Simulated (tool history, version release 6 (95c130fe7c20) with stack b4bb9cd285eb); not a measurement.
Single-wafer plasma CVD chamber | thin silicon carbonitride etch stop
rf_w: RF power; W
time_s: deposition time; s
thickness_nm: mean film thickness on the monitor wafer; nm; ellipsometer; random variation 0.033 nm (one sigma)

run 1 day=0 | rf_w=210 time_s=18.3 | thickness_nm=10.385
run 2 day=0.083 | rf_w=225 time_s=19.3 | thickness_nm=11.254
run 3 day=0.346 | rf_w=235 time_s=19.9 | thickness_nm=11.791
run 4 day=0.717 | rf_w=245 time_s=20.3 | thickness_nm=12.185
run 5 day=0.971 | rf_w=250 time_s=20.6 | thickness_nm=12.529
run 6 day=1.05 | rf_w=250 time_s=18.9 | thickness_nm=11.423
run 7 day=1.25 | rf_w=255 time_s=19.5 | thickness_nm=11.888

Run 8 comes next. What will it give?
run 8 day=1.454 | rf_w=255 time_s=19.5 | thickness_nm=?

thickness_nm: 11.9 nm
